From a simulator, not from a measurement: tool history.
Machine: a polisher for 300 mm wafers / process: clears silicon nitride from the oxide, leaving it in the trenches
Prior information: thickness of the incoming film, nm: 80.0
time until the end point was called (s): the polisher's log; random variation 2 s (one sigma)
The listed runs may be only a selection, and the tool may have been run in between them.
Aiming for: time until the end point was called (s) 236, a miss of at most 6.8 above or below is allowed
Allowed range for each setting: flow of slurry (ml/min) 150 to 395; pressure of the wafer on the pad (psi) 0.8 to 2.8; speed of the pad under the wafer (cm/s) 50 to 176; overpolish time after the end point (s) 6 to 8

run,hour,flow of slurry (ml/min),pressure of the wafer on the pad (psi),speed of the pad under the wafer (cm/s),overpolish time after the end point (s),time until the end point was called (s)
1,0,250,1.8,112,8,142.47
2,1.2,250,1.5,112,8,168.64
3,7.9,250,1.5,112,6,170.38
4,10.4,250,1.4,112,6,180.68
5,17.2,250,1.4,112,6,181.51
6,25.9,250,1.7,112,6,150.5
7,29.5,250,1.6,112,6,157.62
8,35,250,1.5,112,6,168.37
9,43.2,250,1.4,112,6,182.27
# hour 44.9: head pressure recalibrated
10,44.9,240,0.9,112,6,294.99
11,46,255,0.9,112,6,291.61
12,46.7,255,1,112,6,264.83

Which single option among these 5 for the next run brings every result within its allowed miss of target? Just one does.
A,47.4,295,0.9,130,7,?
B,47.4,175,1.1,112,6,?
C,47.4,270,0.8,134,6,?
D,47.4,225,1.5,84,7,?
E,47.4,265,1.1,106,8,?

move,time until the end point was called (s)
A,247.39
B,248.92
C,270.67
D,233.95
E,250.02
A: nearer the targets than the last run, but a result is still out of spec
B: nearer the targets than the last run, but a result is still out of spec
C: moves away from the targets compared with the last run
D: in spec on every target
E: nearer the targets than the last run, but a result is still out of spec
D meets every target.

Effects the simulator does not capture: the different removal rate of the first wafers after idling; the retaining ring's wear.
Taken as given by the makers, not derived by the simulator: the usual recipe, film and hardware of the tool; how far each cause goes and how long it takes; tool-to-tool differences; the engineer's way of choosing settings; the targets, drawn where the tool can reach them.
